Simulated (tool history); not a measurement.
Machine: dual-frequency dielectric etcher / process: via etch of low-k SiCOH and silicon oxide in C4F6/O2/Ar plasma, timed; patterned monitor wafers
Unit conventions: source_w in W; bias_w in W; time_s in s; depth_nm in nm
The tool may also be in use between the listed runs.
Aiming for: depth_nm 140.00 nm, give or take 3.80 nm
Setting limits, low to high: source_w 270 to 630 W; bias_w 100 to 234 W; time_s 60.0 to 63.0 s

Run 1, day 0.000: source_w 450 W, bias_w 167 W, time_s 60.0 s. Result: depth_nm 176.60 nm.
Run 2, day 0.333: source_w 450 W, bias_w 178 W, time_s 60.0 s. Result: depth_nm 181.18 nm.
Run 3, day 0.446: source_w 450 W, bias_w 178 W, time_s 63.0 s. Result: depth_nm 190.53 nm.
Run 4, day 0.779: source_w 450 W, bias_w 178 W, time_s 63.0 s. Result: depth_nm 188.23 nm.
Run 5, day 1.075: source_w 390 W, bias_w 160 W, time_s 62.0 s. Result: depth_nm 167.35 nm.
Run 6, day 1.183: source_w 360 W, bias_w 154 W, time_s 61.5 s. Result: depth_nm 156.25 nm.
Run 7, day 1.217: source_w 360 W, bias_w 154 W, time_s 61.5 s. Result: depth_nm 157.40 nm.
Run 8, day 1.508: source_w 340 W, bias_w 151 W, time_s 61.5 s. Result: depth_nm 152.52 nm.

Below are 5 possible settings for the next run. Only one of them brings all results inside the allowed miss of their targets. Which is it?
Run A, day 1.800: source_w 300 W, bias_w 130 W, time_s 60.0 s. Result: depth_nm ?.
Run B, day 1.800: source_w 340 W, bias_w 130 W, time_s 60.0 s. Result: depth_nm ?.
Run C, day 1.800: source_w 360 W, bias_w 146 W, time_s 63.0 s. Result: depth_nm ?.
Run D, day 1.800: source_w 360 W, bias_w 144 W, time_s 61.0 s. Result: depth_nm ?.
Run E, day 1.800: source_w 310 W, bias_w 161 W, time_s 62.0 s. Result: depth_nm ?.

move  depth_nm
   A    130.32
   B    138.53
   C    157.01
   D    151.14
   E    149.96
A: moves the result that the last run missed by most past its target, out the other side
B: all results in spec
C: further off than the last run
D: moves toward the targets from the last run without getting all of them in spec
E: moves toward the targets from the last run without getting all of them in spec
B meets every target.
